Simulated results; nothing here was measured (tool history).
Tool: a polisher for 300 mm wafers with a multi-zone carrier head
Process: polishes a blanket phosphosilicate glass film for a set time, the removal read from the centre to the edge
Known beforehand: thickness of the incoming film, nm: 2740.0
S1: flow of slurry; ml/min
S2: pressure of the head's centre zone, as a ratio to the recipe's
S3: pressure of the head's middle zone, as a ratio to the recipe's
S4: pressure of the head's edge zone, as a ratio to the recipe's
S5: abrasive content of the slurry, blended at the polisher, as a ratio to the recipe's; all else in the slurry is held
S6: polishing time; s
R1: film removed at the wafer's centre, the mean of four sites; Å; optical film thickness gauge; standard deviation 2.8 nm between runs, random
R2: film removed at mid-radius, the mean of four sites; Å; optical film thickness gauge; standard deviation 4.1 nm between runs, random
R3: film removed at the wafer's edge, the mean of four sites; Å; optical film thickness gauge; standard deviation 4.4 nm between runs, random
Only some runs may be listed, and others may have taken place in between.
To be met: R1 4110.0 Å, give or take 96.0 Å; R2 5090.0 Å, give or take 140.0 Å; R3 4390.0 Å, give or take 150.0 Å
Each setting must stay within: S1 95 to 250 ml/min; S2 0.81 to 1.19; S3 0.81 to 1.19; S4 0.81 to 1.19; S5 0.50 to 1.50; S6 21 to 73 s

run	day	S1	S2	S3	S4	S5	S6	R1	R2	R3
1	0.000	160	1.00	1.00	1.00	1.00	47	3395.3	3343.9	3311.0
2	0.288	160	1.00	1.00	1.00	1.00	52	3740.2	3732.6	3767.8
3	0.400	175	0.99	1.04	1.02	1.05	52	3853.9	3966.0	3858.0
4	0.767	175	0.99	1.04	1.07	1.05	52	3854.7	3959.5	3921.5
5	0.871	175	0.99	1.11	1.07	1.05	52	3861.7	4196.8	4001.6
6	1.104	175	0.99	1.14	1.07	1.05	52	3830.5	4261.3	4038.6
7	1.212	190	0.97	1.15	1.05	1.10	52	3905.8	4366.9	4023.8
8	1.333	190	0.95	1.16	1.03	1.20	52	3934.2	4514.8	4147.3
9	1.442	200	0.93	1.17	1.01	1.25	52	3884.9	4696.2	4134.4
10	1.788	240	0.93	1.19	1.05	1.30	52	3991.9	4875.7	4330.7
11	1.988	240	0.93	1.19	1.04	1.30	52	4048.3	4945.9	4222.3

5 next moves are on the table. One of them brings every result within its allowed miss. Which?
A	2.188	250	0.94	1.19	0.92	1.30	52	?	?	?
B	2.188	235	0.93	1.08	1.10	1.30	54	?	?	?
C	2.188	250	0.89	1.16	0.98	1.35	54	?	?	?
D	2.188	185	0.93	1.13	1.13	1.05	57	?	?	?
E	2.188	250	0.98	1.18	0.90	1.25	53	?	?	?

move	R1	R2	R3
A	4120.9	5005.2	4067.3
B	4195.7	4745.6	4587.1
C	4094.1	5141.8	4401.5
D	4007.1	4727.4	4491.9
E	4329.6	5005.1	4057.1
A: further off than the last run
B: pushes the last run's worst result past its target
C: all results in spec
D: brings the result that was furthest off to its target, and leaves another outside
E: further off than the last run
Answer: C

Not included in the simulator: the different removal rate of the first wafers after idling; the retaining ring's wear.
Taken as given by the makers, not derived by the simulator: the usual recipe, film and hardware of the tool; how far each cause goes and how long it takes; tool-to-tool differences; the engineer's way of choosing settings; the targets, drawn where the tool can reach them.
